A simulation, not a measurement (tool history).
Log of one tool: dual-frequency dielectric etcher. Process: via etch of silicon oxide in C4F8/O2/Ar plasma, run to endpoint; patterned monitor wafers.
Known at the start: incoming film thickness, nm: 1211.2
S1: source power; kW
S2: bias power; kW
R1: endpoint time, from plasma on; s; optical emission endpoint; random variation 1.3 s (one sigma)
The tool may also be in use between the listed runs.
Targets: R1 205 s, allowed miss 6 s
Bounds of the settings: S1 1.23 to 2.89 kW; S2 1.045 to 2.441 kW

run 1 hour=0 | S1=2.06 S2=1.743 | R1=240.17
run 2 hour=8.6 | S1=2.06 S2=1.472 | R1=250.94
run 3 hour=10 | S1=1.84 S2=1.472 | R1=263.86
run 4 hour=14.3 | S1=2.06 S2=1.472 | R1=253.44
run 5 hour=20.2 | S1=2.14 S2=1.519 | R1=249.78
run 6 hour=24.3 | S1=2.21 S2=1.586 | R1=241.29
run 7 hour=26.5 | S1=2.28 S2=1.624 | R1=239.7
run 8 hour=34.7 | S1=2.34 S2=1.679 | R1=232.07
run 9 hour=37.9 | S1=2.39 S2=1.707 | R1=233.64
run 10 hour=40.4 | S1=2.45 S2=1.758 | R1=225.7
run 11 hour=42.9 | S1=2.49 S2=1.783 | R1=225.79
run 12 hour=44.6 | S1=2.53 S2=1.815 | R1=223.68
run 13 hour=50.7 | S1=2.57 S2=1.845 | R1=220.89
run 14 hour=56.2 | S1=2.6 S2=1.869 | R1=219.22

Which of these 4 next moves meets every target?
run A hour=61.7 | S1=2.84 S2=2.066 | R1=?
run B hour=61.7 | S1=2.59 S2=1.838 | R1=?
run C hour=61.7 | S1=2.74 S2=1.907 | R1=?
run D hour=61.7 | S1=2.62 S2=1.714 | R1=?

move=A R1=205.74
move=B R1=219.98
move=C R1=213.41
move=D R1=223.74
A: meets every target
B: further off than the last run
C: nearer than the last run, and not there yet
D: further off than the last run
The right move is A.
